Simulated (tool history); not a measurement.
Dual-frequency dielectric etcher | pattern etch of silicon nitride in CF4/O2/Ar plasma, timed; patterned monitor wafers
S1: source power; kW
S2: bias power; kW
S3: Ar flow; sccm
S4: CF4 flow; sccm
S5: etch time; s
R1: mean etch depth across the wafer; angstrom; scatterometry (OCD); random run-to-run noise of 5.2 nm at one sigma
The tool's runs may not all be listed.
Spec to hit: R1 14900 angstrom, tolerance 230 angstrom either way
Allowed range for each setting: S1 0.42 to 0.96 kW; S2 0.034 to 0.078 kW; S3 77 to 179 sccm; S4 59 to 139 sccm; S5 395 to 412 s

Run 1, hour 0: S1 0.69 kW, S2 0.056 kW, S3 128 sccm, S4 99 sccm, S5 395 s. Result: R1 9920.4 angstrom.
Run 2, hour 7.8: S1 0.75 kW, S2 0.058 kW, S3 127 sccm, S4 99 sccm, S5 395 s. Result: R1 11064 angstrom.
Run 3, hour 14.8: S1 0.79 kW, S2 0.058 kW, S3 127 sccm, S4 99 sccm, S5 395 s. Result: R1 11483 angstrom.
Run 4, hour 16.5: S1 0.79 kW, S2 0.058 kW, S3 105 sccm, S4 99 sccm, S5 395 s. Result: R1 11817 angstrom.
Run 5, hour 20.3: S1 0.83 kW, S2 0.058 kW, S3 105 sccm, S4 99 sccm, S5 395 s. Result: R1 12323 angstrom.
Run 6, hour 21.2: S1 0.83 kW, S2 0.058 kW, S3 117 sccm, S4 99 sccm, S5 395 s. Result: R1 12148 angstrom.
Run 7, hour 23.4: S1 0.86 kW, S2 0.059 kW, S3 116 sccm, S4 99 sccm, S5 395 s. Result: R1 12751 angstrom.
Run 8, hour 30.3: S1 0.88 kW, S2 0.06 kW, S3 116 sccm, S4 99 sccm, S5 395 s. Result: R1 13188 angstrom.
Run 9, hour 35.2: S1 0.9 kW, S2 0.061 kW, S3 116 sccm, S4 99 sccm, S5 395 s. Result: R1 13554 angstrom.

4 next moves are on the table. One of them brings every result within its allowed miss. Which?
Run A, hour 40.1: S1 0.91 kW, S2 0.066 kW, S3 115 sccm, S4 99 sccm, S5 407 s. Result: R1 ?.
Run B, hour 40.1: S1 0.85 kW, S2 0.069 kW, S3 113 sccm, S4 92 sccm, S5 406.5 s. Result: R1 ?.
Run C, hour 40.1: S1 0.92 kW, S2 0.072 kW, S3 88 sccm, S4 102 sccm, S5 402.5 s. Result: R1 ?.
Run D, hour 40.1: S1 0.84 kW, S2 0.055 kW, S3 132 sccm, S4 96 sccm, S5 400 s. Result: R1 ?.

move     R1
   A  14760
   B  14032
   C  15950
   D  11831
A: every result within its allowed miss
B: better than the last run, though not everything is in spec
C: takes the biggest miss from the last run beyond its target
D: misses by more than the last run did
Go with A: it meets all targets.
